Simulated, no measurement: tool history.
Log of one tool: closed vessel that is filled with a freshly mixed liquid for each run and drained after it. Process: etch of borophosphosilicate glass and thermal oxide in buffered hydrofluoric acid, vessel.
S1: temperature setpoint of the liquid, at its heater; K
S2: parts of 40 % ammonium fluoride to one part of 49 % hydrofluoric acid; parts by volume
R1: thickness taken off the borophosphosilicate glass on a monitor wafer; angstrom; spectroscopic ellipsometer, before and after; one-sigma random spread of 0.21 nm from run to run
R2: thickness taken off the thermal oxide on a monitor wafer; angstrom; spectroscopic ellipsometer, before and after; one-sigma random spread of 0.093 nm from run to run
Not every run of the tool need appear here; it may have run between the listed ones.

run 1 hour=0.0 | S1=294.15 S2=20.0 time_in_the_liquid_(s)=60 | R1=498.34 R2=316.32
run 2 hour=4.0 | S1=294.15 S2=20.0 time_in_the_liquid_(s)=50 | R1=417.42 R2=261.33
run 3 hour=9.1 | S1=293.15 S2=20.5 time_in_the_liquid_(s)=50 | R1=389.94 R2=242.04
run 4 hour=16.1 | S1=293.15 S2=20.5 time_in_the_liquid_(s)=65 | R1=498.82 R2=316.40
run 5 hour=17.2 | S1=292.15 S2=22.5 time_in_the_liquid_(s)=65 | R1=444.84 R2=279.42
run 6 hour=21.8 | S1=290.15 S2=22.5 time_in_the_liquid_(s)=65 | R1=397.23 R2=252.40
run 7 hour=23.0 | S1=290.15 S2=24.5 time_in_the_liquid_(s)=65 | R1=380.74 R2=236.20

Estimate the outcome of run 8 from the log above:
run 8 hour=28.1 | S1=290.15 S2=25.5 time_in_the_liquid_(s)=65 | R1=? R2=?

R1: 365.00 angstrom
R2: 227.99 angstrom
